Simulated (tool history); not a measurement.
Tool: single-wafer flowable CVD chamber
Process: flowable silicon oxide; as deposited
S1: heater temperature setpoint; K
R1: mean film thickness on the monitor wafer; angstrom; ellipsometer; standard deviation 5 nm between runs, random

run 1 day=0.000 | S1=368.15 chamber_pressure_(mTorr)=799 RF_power_(W)=2320 deposition_time_(s)=923 | R1=7039.3
run 2 day=0.133 | S1=367.15 chamber_pressure_(mTorr)=799 RF_power_(W)=2320 deposition_time_(s)=923 | R1=7290.3
run 3 day=0.371 | S1=360.15 chamber_pressure_(mTorr)=799 RF_power_(W)=2320 deposition_time_(s)=923 | R1=9298.6
run 4 day=0.733 | S1=360.15 chamber_pressure_(mTorr)=889 RF_power_(W)=2320 deposition_time_(s)=923 | R1=10270.0
run 5 day=0.900 | S1=361.15 chamber_pressure_(mTorr)=889 RF_power_(W)=2320 deposition_time_(s)=923 | R1=10018.0
run 6 day=1.158 | S1=361.15 chamber_pressure_(mTorr)=889 RF_power_(W)=2575 deposition_time_(s)=923 | R1=10165.0
run 7 day=1.429 | S1=362.15 chamber_pressure_(mTorr)=889 RF_power_(W)=2575 deposition_time_(s)=923 | R1=9939.0
run 8 day=1.612 | S1=363.15 chamber_pressure_(mTorr)=889 RF_power_(W)=2575 deposition_time_(s)=923 | R1=9476.1
run 9 day=1.683 | S1=364.15 chamber_pressure_(mTorr)=889 RF_power_(W)=2575 deposition_time_(s)=923 | R1=9257.0

Estimate the outcome of run 10 from the log above:
run 10 day=1.817 | S1=365.15 chamber_pressure_(mTorr)=889 RF_power_(W)=2575 deposition_time_(s)=923 | R1=?

Run 10 measured R1 8913.8 angstrom.

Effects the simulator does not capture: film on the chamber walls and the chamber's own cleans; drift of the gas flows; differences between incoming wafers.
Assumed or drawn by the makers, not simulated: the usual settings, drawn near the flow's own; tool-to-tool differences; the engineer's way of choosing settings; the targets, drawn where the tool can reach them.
